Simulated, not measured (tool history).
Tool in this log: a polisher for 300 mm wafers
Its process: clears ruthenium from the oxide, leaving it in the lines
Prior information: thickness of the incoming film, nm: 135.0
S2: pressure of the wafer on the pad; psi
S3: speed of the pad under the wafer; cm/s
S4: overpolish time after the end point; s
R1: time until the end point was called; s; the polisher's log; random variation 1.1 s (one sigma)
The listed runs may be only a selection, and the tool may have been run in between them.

Run 1, hour 0.0: flow of slurry (ml/min) 300, S2 2.5 psi, S3 78 cm/s, S4 8 s. Result: R1 116.240 s.
Run 2, hour 4.5: flow of slurry (ml/min) 300, S2 2.7 psi, S3 78 cm/s, S4 8 s. Result: R1 113.610 s.
Run 3, hour 9.3: flow of slurry (ml/min) 300, S2 3.1 psi, S3 84 cm/s, S4 8 s. Result: R1 89.813 s.
Run 4, hour 18.1: flow of slurry (ml/min) 300, S2 3.1 psi, S3 72 cm/s, S4 8 s. Result: R1 107.520 s.
Run 5, hour 24.8: flow of slurry (ml/min) 300, S2 3.3 psi, S3 78 cm/s, S4 8 s. Result: R1 94.235 s.
Run 6, hour 28.2: flow of slurry (ml/min) 300, S2 3.5 psi, S3 82 cm/s, S4 8 s. Result: R1 86.841 s.

Run 7 is up next; what results do you expect?
Run 7, hour 35.7: flow of slurry (ml/min) 300, S2 3.6 psi, S3 86 cm/s, S4 8 s. Result: R1 ?.

R1: 80.931 s
